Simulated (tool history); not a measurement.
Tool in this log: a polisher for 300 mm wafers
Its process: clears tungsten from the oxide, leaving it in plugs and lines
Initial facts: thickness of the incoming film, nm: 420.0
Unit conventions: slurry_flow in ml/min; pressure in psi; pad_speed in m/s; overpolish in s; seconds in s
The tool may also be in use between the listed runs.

Run 1, day 0.000: slurry_flow 285 ml/min, pressure 3.9 psi, pad_speed 1.02 m/s, slurry_solids 1.0, overpolish 8 s. Result: seconds 80.399 s.
Run 2, day 0.258: slurry_flow 285 ml/min, pressure 4.1 psi, pad_speed 1.02 m/s, slurry_solids 1.0, overpolish 8 s. Result: seconds 72.440 s.
Run 3, day 0.462: slurry_flow 285 ml/min, pressure 4.2 psi, pad_speed 1.02 m/s, slurry_solids 1.0, overpolish 8 s. Result: seconds 73.922 s.
Run 4, day 0.754: slurry_flow 285 ml/min, pressure 4.4 psi, pad_speed 1.02 m/s, slurry_solids 1.0, overpolish 8 s. Result: seconds 68.416 s.
Run 5, day 1.058: slurry_flow 285 ml/min, pressure 4.4 psi, pad_speed 1.02 m/s, slurry_solids 1.0, overpolish 8 s. Result: seconds 69.806 s.
Run 6, day 1.138: slurry_flow 255 ml/min, pressure 4.4 psi, pad_speed 1.02 m/s, slurry_solids 1.0, overpolish 8 s. Result: seconds 69.495 s.
Run 7, day 1.200: slurry_flow 255 ml/min, pressure 4.5 psi, pad_speed 1.02 m/s, slurry_solids 1.0, overpolish 8 s. Result: seconds 66.283 s.
Run 8, day 1.296: slurry_flow 255 ml/min, pressure 4.6 psi, pad_speed 1.02 m/s, slurry_solids 1.0, overpolish 8 s. Result: seconds 68.265 s.
Run 9, day 1.383: slurry_flow 255 ml/min, pressure 4.8 psi, pad_speed 1.02 m/s, slurry_solids 1.0, overpolish 8 s. Result: seconds 63.544 s.
Run 10, day 1.742: slurry_flow 255 ml/min, pressure 4.9 psi, pad_speed 1.02 m/s, slurry_solids 1.0, overpolish 8 s. Result: seconds 62.422 s.

For run 11, what comes out?
Run 11, day 1.892: slurry_flow 255 ml/min, pressure 5.0 psi, pad_speed 1.02 m/s, slurry_solids 1.0, overpolish 8 s. Result: seconds ?.

seconds: 62.523 s
